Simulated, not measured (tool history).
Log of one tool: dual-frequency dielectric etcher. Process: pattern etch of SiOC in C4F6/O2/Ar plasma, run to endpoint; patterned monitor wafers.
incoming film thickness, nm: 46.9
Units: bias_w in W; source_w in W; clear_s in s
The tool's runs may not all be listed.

Run 1, day 0: bias_w 451 W, source_w 300 W. Result: clear_s 17.916 s.
Run 2, day 0.338: bias_w 504 W, source_w 300 W. Result: clear_s 17.531 s.
Run 3, day 0.65: bias_w 569 W, source_w 300 W. Result: clear_s 16.769 s.
Run 4, day 0.854: bias_w 569 W, source_w 320 W. Result: clear_s 16.176 s.
Run 5, day 0.954: bias_w 632 W, source_w 320 W. Result: clear_s 15.689 s.
Run 6, day 1.112: bias_w 632 W, source_w 300 W. Result: clear_s 16.153 s.
Run 7, day 1.304: bias_w 591 W, source_w 290 W. Result: clear_s 16.802 s.
Run 8, day 1.4: bias_w 555 W, source_w 280 W. Result: clear_s 17.575 s.

The next listed run, before its measurement:
Run 9, day 1.45: bias_w 523 W, source_w 280 W. Result: clear_s ?.

clear_s: 17.716 s
